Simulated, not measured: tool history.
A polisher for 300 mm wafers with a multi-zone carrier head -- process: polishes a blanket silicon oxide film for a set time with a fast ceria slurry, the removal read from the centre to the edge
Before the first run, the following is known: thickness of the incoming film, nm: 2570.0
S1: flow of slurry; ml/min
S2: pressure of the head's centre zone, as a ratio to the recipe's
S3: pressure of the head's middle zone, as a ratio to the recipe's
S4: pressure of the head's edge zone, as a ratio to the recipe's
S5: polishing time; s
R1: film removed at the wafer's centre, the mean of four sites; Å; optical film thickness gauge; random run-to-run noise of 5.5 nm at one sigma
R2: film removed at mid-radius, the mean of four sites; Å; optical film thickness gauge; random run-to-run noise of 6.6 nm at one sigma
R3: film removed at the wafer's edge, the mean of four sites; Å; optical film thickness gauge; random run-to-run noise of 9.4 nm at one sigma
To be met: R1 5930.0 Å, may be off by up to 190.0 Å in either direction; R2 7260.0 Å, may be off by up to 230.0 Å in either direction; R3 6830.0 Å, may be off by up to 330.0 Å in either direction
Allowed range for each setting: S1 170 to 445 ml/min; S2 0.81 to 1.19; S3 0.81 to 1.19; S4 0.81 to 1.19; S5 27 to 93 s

| run | hour | S1 | S2 | S3 | S4 | S5 | R1 | R2 | R3 |
|---|---|---|---|---|---|---|---|---|---|
| 1 | 0.0 | 285 | 1.00 | 1.00 | 1.00 | 59 | 8783.2 | 9056.0 | 9029.0 |
| 2 | 8.4 | 280 | 0.97 | 1.00 | 0.98 | 57 | 8341.8 | 8826.6 | 8663.3 |
| 3 | 17.3 | 280 | 0.97 | 0.97 | 0.98 | 57 | 8320.9 | 8613.3 | 8526.8 |
| 4 | 18.5 | 275 | 0.94 | 0.97 | 0.97 | 55 | 7785.1 | 8325.5 | 8192.8 |
|  | 21.3 | worn pad replaced by a new one |
| 5 | 21.3 | 275 | 0.91 | 0.97 | 0.97 | 55 | 7803.1 | 8789.6 | 8717.5 |
| 6 | 28.3 | 275 | 0.84 | 0.97 | 0.97 | 55 | 7167.9 | 8794.5 | 8627.7 |
| 7 | 34.7 | 275 | 0.84 | 0.97 | 0.95 | 53 | 6999.4 | 8372.9 | 8383.9 |
| 8 | 41.3 | 275 | 0.84 | 0.97 | 0.95 | 53 | 7001.9 | 8497.1 | 8266.7 |
| 9 | 45.6 | 270 | 0.84 | 0.97 | 0.94 | 51 | 6696.3 | 8085.8 | 7877.9 |
| 10 | 50.8 | 265 | 0.83 | 0.97 | 0.93 | 50 | 6590.6 | 7831.6 | 7613.7 |
| 11 | 53.2 | 260 | 0.83 | 0.98 | 0.93 | 49 | 6393.6 | 7654.1 | 7458.0 |

Consider the 5 candidate settings below. Which is the only one whose results all fall within their allowed miss of target?
| A | 55.6 | 255 | 0.81 | 1.02 | 0.88 | 47 | ? | ? | ? |
| B | 55.6 | 285 | 0.81 | 0.95 | 0.84 | 46 | ? | ? | ? |
| C | 55.6 | 375 | 1.02 | 0.99 | 0.85 | 44 | ? | ? | ? |
| D | 55.6 | 310 | 0.92 | 0.90 | 0.93 | 48 | ? | ? | ? |
| E | 55.6 | 270 | 0.85 | 1.09 | 0.81 | 47 | ? | ? | ? |

| move | R1 | R2 | R3 |
|---|---|---|---|
| A | 6027.6 | 7577.7 | 6977.1 |
| B | 5970.8 | 7106.4 | 6750.4 |
| C | 7397.6 | 7171.7 | 6606.1 |
| D | 7143.9 | 7172.3 | 7426.4 |
| E | 6372.6 | 8022.4 | 6748.9 |
A: meets the target for the result that was furthest off, but another lies outside its allowed miss
B: in spec on every target
C: further off than the last run
D: further off than the last run
E: further off than the last run
Go with B: it meets all targets.
